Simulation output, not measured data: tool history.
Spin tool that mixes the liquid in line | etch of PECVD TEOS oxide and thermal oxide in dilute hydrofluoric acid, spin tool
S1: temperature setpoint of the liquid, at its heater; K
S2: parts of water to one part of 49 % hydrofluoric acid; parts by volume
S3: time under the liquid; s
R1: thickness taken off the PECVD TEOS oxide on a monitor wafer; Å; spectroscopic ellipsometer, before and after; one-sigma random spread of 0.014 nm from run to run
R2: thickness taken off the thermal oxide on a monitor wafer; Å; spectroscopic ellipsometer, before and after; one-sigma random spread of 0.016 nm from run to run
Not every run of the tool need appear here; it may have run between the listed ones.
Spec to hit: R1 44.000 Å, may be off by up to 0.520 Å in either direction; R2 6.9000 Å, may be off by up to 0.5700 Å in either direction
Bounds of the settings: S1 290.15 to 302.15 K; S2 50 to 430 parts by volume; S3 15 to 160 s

run  hour      S1   S2   S3      R1       R2
  1   0.0  294.15  240   80  75.597  11.3740
  2   8.2  293.15  260   80  65.388  10.2880
  3  14.0  293.15  260  100  81.979  12.9550
  4  18.0  292.65  290  100  70.402  10.9800
  5  23.4  292.65  345  100  56.477   9.0236
  6  31.3  295.65  345  100  62.439   9.9748
  7  39.7  294.15  355  100  57.073   8.9625
  8  48.5  293.15  360  100  54.165   8.5006
  9  51.0  292.15  365  100  51.615   7.9980
 10  59.9  291.65  370  100  49.689   7.9958
 11  60.8  291.15  375  100  48.067   7.5011
 12  69.0  290.65  380  100  46.364   7.4050
 13  75.5  290.65  385  100  45.270   6.9903

Exercise: of the 4 proposed moves below, exactly one satisfies all targets within the stated allowed misses. Which move is it?
  A  82.0  293.65  360   85   ?   ?
  B  82.0  293.65  425  105   ?   ?
  C  82.0  290.15  335   85   ?   ?
  D  82.0  290.65  380   95   ?   ?

move      R1      R2
   A  46.970  7.0941
   B  46.539  7.0289
   C  45.410  6.8584
   D  43.952  6.6383
A: the biggest miss grows against the last run
B: the biggest miss grows against the last run
C: the biggest miss grows against the last run
D: meets every target
Answer: D
